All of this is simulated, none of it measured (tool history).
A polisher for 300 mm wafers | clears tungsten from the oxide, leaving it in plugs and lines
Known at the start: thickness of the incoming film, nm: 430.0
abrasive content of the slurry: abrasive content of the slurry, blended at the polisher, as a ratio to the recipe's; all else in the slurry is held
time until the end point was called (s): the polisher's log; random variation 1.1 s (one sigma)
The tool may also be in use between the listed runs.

run    day  flow of slurry (ml/min)  pressure of the wafer on the pad (kPa)  speed of the pad under the wafer (cm/s)  abrasive content of the slurry  overpolish time after the end point (s)  time until the end point was called (s)
  1      0                      295                                    20.7                                      122                               1                                        4                                   80.088
  2  0.038                      330                                    20.7                                      122                               1                                        4                                   79.113
  3   0.35                      330                                    16.5                                      122                               1                                        4                                   90.773
  4  0.725                      330                                    17.9                                      124                               1                                        4                                   85.248
  5  0.833                      280                                    17.9                                      124                               1                                        4                                   84.635
  6  0.929                      280                                    17.9                                      124                             1.1                                        4                                   84.199
  7  1.192                      280                                    19.3                                      126                             1.1                                        4                                   80.008

Run 8 comes next. What will it give?
  8  1.462                      280                                    20.7                                      128                             1.1                                        4                                        ?

time until the end point was called (s): 75.391

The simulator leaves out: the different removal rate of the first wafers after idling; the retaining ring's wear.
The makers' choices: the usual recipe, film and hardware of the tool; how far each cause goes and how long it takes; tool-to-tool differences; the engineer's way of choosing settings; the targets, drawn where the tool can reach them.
